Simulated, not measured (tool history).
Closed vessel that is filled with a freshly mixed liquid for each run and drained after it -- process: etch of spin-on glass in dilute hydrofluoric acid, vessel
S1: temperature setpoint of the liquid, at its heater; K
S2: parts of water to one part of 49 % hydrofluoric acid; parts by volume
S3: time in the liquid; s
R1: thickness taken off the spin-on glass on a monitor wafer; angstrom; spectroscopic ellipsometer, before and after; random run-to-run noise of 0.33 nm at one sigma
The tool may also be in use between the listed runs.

run	day	S1	S2	S3	R1
1	0	299.15	110	95	327.09
2	0.033	299.15	110	95	325.96
3	0.125	299.65	110	95	329.05
4	0.292	301.15	110	95	353.91
5	0.567	301.65	110	95	358.75
6	0.842	301.65	95	95	423.58
7	1.1	301.15	95	95	418.99
8	1.3	300.65	95	95	404.05

Run 9 has not been measured yet. What should we expect?
# day 1.375: hydrofluoric acid flow meter replaced
9	1.375	300.15	95	95	?

Run 9 measured R1 360.98 angstrom.

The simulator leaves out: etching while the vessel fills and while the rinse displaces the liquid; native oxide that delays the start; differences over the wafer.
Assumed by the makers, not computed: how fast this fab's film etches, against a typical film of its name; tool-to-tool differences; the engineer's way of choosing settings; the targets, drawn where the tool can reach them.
